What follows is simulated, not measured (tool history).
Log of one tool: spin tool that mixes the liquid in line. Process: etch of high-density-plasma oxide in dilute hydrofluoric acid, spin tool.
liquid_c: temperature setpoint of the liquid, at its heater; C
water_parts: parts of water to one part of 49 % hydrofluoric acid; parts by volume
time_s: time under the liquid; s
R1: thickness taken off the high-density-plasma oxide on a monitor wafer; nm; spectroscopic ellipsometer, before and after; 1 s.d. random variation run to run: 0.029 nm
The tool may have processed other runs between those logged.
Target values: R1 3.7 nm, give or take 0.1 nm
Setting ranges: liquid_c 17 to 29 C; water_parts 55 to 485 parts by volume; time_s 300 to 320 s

{"run": 1, "hour": 0.0, "liquid_c": 21, "water_parts": 270, "time_s": 300, "R1": 4.7088}
{"run": 2, "hour": 5.4, "liquid_c": 20.5, "water_parts": 275, "time_s": 300, "R1": 4.4587}
{"run": 3, "hour": 6.6, "liquid_c": 18.5, "water_parts": 275, "time_s": 300, "R1": 4.1585}
{"run": 4, "hour": 14.1, "liquid_c": 17, "water_parts": 275, "time_s": 300, "R1": 3.9256}
{"run": 5, "hour": 18.2, "liquid_c": 17, "water_parts": 275, "time_s": 320, "R1": 4.2562}
{"run": 6, "hour": 26.5, "liquid_c": 17, "water_parts": 280, "time_s": 320, "R1": 4.1639}
{"run": 7, "hour": 34.9, "liquid_c": 17, "water_parts": 285, "time_s": 320, "R1": 3.9678}
{"run": 8, "hour": 41.7, "liquid_c": 17, "water_parts": 295, "time_s": 320, "R1": 3.8223}

Next run, 5 choices. One meets every target within its allowed miss, the rest don't. Which?
{"run": "A", "hour": 48.5, "liquid_c": 17, "water_parts": 280, "time_s": 315, "R1": "?"}
{"run": "B", "hour": 48.5, "liquid_c": 17, "water_parts": 285, "time_s": 310, "R1": "?"}
{"run": "C", "hour": 48.5, "liquid_c": 18, "water_parts": 300, "time_s": 320, "R1": "?"}
{"run": "D", "hour": 48.5, "liquid_c": 17, "water_parts": 270, "time_s": 300, "R1": "?"}
{"run": "E", "hour": 48.5, "liquid_c": 18, "water_parts": 300, "time_s": 300, "R1": "?"}

move=A R1=4.004
move=B R1=3.855
move=C R1=3.8762
move=D R1=3.9885
move=E R1=3.634
A: the biggest miss grows against the last run
B: the biggest miss grows against the last run
C: the biggest miss grows against the last run
D: the biggest miss grows against the last run
E: every result lands within tolerance
Answer: E

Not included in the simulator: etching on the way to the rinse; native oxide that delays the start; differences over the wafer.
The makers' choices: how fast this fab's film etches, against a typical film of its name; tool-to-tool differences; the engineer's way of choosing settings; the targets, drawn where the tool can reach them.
